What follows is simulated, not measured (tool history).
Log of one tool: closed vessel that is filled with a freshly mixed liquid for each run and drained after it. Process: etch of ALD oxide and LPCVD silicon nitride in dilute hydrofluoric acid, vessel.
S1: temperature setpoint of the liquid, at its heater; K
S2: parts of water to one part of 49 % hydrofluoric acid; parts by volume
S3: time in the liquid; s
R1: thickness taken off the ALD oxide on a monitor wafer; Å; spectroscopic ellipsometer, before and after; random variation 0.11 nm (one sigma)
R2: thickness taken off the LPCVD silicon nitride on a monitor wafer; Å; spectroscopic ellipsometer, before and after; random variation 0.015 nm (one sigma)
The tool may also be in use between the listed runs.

{"run": 1, "day": 0.0, "S1": 295.15, "S2": 155, "S3": 955, "R1": 521.42, "R2": 28.549}
{"run": 2, "day": 0.35, "S1": 294.15, "S2": 180, "S3": 960, "R1": 420.59, "R2": 23.564}
{"run": 3, "day": 0.512, "S1": 293.15, "S2": 200, "S3": 960, "R1": 359.45, "R2": 19.433}
{"run": 4, "day": 0.788, "S1": 290.15, "S2": 200, "S3": 960, "R1": 319.01, "R2": 16.052}
{"run": 5, "day": 1.083, "S1": 290.65, "S2": 215, "S3": 965, "R1": 299.97, "R2": 15.999}
{"day": 1.396, "done": "hydrofluoric acid flow meter replaced"}
{"run": 6, "day": 1.396, "S1": 290.65, "S2": 225, "S3": 965, "R1": 255.1, "R2": 13.906}
{"run": 7, "day": 1.7, "S1": 290.65, "S2": 225, "S3": 965, "R1": 253.52, "R2": 13.381}

The next listed run, before its measurement:
{"run": 8, "day": 2.012, "S1": 291.15, "S2": 230, "S3": 970, "R1": "?", "R2": "?"}

Run 8 gave R1 254.65 Å, R2 13.703 Å.
